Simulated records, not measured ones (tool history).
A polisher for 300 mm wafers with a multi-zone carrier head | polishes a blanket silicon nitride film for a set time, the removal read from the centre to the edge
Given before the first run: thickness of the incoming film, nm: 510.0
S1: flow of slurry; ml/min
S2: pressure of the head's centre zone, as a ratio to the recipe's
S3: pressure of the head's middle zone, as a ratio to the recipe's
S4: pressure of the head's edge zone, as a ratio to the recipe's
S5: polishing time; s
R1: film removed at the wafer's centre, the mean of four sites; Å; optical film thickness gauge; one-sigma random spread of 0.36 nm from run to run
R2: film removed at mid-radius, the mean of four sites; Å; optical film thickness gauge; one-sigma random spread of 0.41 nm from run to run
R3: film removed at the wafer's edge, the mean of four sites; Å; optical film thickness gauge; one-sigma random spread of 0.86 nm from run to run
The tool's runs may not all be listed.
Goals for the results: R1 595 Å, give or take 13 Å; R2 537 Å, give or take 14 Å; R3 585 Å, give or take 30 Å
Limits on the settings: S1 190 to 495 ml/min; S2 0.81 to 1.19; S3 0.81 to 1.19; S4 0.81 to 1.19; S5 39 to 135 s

{"run": 1, "hour": 0.0, "S1": 320, "S2": 1, "S3": 1, "S4": 1, "S5": 87, "R1": 889.28, "R2": 886.45, "R3": 881.16}
{"run": 2, "hour": 7.8, "S1": 315, "S2": 0.99, "S3": 0.96, "S4": 0.97, "S5": 80, "R1": 808.75, "R2": 789.51, "R3": 784.79}
{"run": 3, "hour": 14.4, "S1": 305, "S2": 0.98, "S3": 0.92, "S4": 0.97, "S5": 75, "R1": 757.38, "R2": 712.34, "R3": 743.37}
{"run": 4, "hour": 21.6, "S1": 305, "S2": 0.98, "S3": 0.88, "S4": 0.97, "S5": 75, "R1": 747.12, "R2": 684.19, "R3": 753.93}
{"run": 5, "hour": 26.8, "S1": 305, "S2": 0.89, "S3": 0.88, "S4": 0.97, "S5": 75, "R1": 683.91, "R2": 680.42, "R3": 759.1}
{"run": 6, "hour": 30.7, "S1": 300, "S2": 0.9, "S3": 0.86, "S4": 0.94, "S5": 71, "R1": 649.19, "R2": 637.44, "R3": 687.86}
{"run": 7, "hour": 35.3, "S1": 265, "S2": 0.96, "S3": 0.81, "S4": 0.93, "S5": 59, "R1": 567.82, "R2": 495.05, "R3": 571.26}
{"run": 8, "hour": 42.7, "S1": 285, "S2": 0.96, "S3": 0.82, "S4": 0.93, "S5": 59, "R1": 575.79, "R2": 500.76, "R3": 560.77}
{"run": 9, "hour": 48.7, "S1": 285, "S2": 0.96, "S3": 0.82, "S4": 0.93, "S5": 59, "R1": 573.04, "R2": 512.61, "R3": 559.15}
{"run": 10, "hour": 51.9, "S1": 295, "S2": 0.96, "S3": 0.82, "S4": 0.94, "S5": 59, "R1": 572.28, "R2": 500.43, "R3": 572.15}
{"run": 11, "hour": 57.4, "S1": 295, "S2": 0.96, "S3": 0.83, "S4": 0.94, "S5": 59, "R1": 572.49, "R2": 510.78, "R3": 577.16}
{"run": 12, "hour": 65.9, "S1": 300, "S2": 0.97, "S3": 0.84, "S4": 0.94, "S5": 59, "R1": 585.02, "R2": 508.08, "R3": 575.04}

Exactly one of the 4 candidate moves below puts every result within its allowed miss. Which one?
{"run": "A", "hour": 74.4, "S1": 255, "S2": 0.92, "S3": 0.88, "S4": 0.86, "S5": 62, "R1": "?", "R2": "?", "R3": "?"}
{"run": "B", "hour": 74.4, "S1": 435, "S2": 1.05, "S3": 0.81, "S4": 0.88, "S5": 54, "R1": "?", "R2": "?", "R3": "?"}
{"run": "C", "hour": 74.4, "S1": 210, "S2": 1.04, "S3": 0.92, "S4": 1.04, "S5": 59, "R1": "?", "R2": "?", "R3": "?"}
{"run": "D", "hour": 74.4, "S1": 330, "S2": 1.06, "S3": 0.81, "S4": 1.08, "S5": 55, "R1": "?", "R2": "?", "R3": "?"}

move=A R1=569.16 R2=554.1 R3=570.57
move=B R1=593.83 R2=470.47 R3=519.66
move=C R1=599.03 R2=535.4 R3=584.17
move=D R1=597.26 R2=469.51 R3=574.59
A: carries the result that was furthest off beyond its target, to the other side
B: lands further from the targets than the last run did
C: meets every target
D: lands further from the targets than the last run did
The right move is C.
